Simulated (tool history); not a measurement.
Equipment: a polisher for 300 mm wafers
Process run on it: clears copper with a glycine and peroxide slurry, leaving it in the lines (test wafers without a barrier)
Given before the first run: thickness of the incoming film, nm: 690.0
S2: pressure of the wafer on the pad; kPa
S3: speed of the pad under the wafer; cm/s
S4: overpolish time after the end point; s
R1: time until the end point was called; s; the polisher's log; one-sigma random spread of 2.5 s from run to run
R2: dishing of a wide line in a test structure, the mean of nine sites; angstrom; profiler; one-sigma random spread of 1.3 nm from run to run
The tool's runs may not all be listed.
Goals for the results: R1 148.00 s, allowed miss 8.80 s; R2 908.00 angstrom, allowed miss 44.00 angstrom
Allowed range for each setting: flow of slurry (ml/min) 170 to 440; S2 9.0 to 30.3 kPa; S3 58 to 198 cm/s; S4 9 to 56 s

{"run": 1, "hour": 0.0, "flow of slurry (ml/min)": 280, "S2": 19.3, "S3": 128, "S4": 29, "R1": 101.17, "R2": 912.05}
{"run": 2, "hour": 4.0, "flow of slurry (ml/min)": 280, "S2": 18.6, "S3": 126, "S4": 31, "R1": 104.06, "R2": 939.6}
{"run": 3, "hour": 5.5, "flow of slurry (ml/min)": 340, "S2": 18.6, "S3": 126, "S4": 31, "R1": 100.64, "R2": 938.17}
{"run": 4, "hour": 9.1, "flow of slurry (ml/min)": 340, "S2": 18.6, "S3": 100, "S4": 31, "R1": 119.0, "R2": 870.26}
{"hour": 14.9, "done": "worn pad replaced by a new one"}
{"run": 5, "hour": 14.9, "flow of slurry (ml/min)": 340, "S2": 17.9, "S3": 98, "S4": 32, "R1": 114.97, "R2": 917.19}
{"run": 6, "hour": 19.5, "flow of slurry (ml/min)": 340, "S2": 17.9, "S3": 70, "S4": 32, "R1": 147.63, "R2": 779.56}
{"run": 7, "hour": 26.6, "flow of slurry (ml/min)": 340, "S2": 17.9, "S3": 70, "S4": 33, "R1": 147.98, "R2": 809.07}
{"run": 8, "hour": 29.8, "flow of slurry (ml/min)": 340, "S2": 17.9, "S3": 70, "S4": 34, "R1": 148.69, "R2": 860.19}
{"run": 9, "hour": 38.3, "flow of slurry (ml/min)": 340, "S2": 17.9, "S3": 70, "S4": 35, "R1": 145.72, "R2": 860.1}

Which single option among these 5 for the next run brings every result within its allowed miss of target? Just one does.
{"run": "A", "hour": 46.8, "flow of slurry (ml/min)": 370, "S2": 17.9, "S3": 66, "S4": 50, "R1": "?", "R2": "?"}
{"run": "B", "hour": 46.8, "flow of slurry (ml/min)": 375, "S2": 19.3, "S3": 72, "S4": 36, "R1": "?", "R2": "?"}
{"run": "C", "hour": 46.8, "flow of slurry (ml/min)": 370, "S2": 19.3, "S3": 62, "S4": 39, "R1": "?", "R2": "?"}
{"run": "D", "hour": 46.8, "flow of slurry (ml/min)": 295, "S2": 17.2, "S3": 62, "S4": 35, "R1": "?", "R2": "?"}
{"run": "E", "hour": 46.8, "flow of slurry (ml/min)": 335, "S2": 18.6, "S3": 76, "S4": 46, "R1": "?", "R2": "?"}

move=A R1=151.11 R2=1029.30
move=B R1=135.63 R2=908.25
move=C R1=149.11 R2=907.17
move=D R1=163.85 R2=788.62
move=E R1=135.46 R2=1037.90
A: carries the result that was furthest off beyond its target, to the other side
B: puts the biggest miss on target and leaves a different result outside tolerance
C: each result inside its tolerance
D: its largest miss is bigger than the last run's
E: carries the result that was furthest off beyond its target, to the other side
Go with C: it meets all targets.
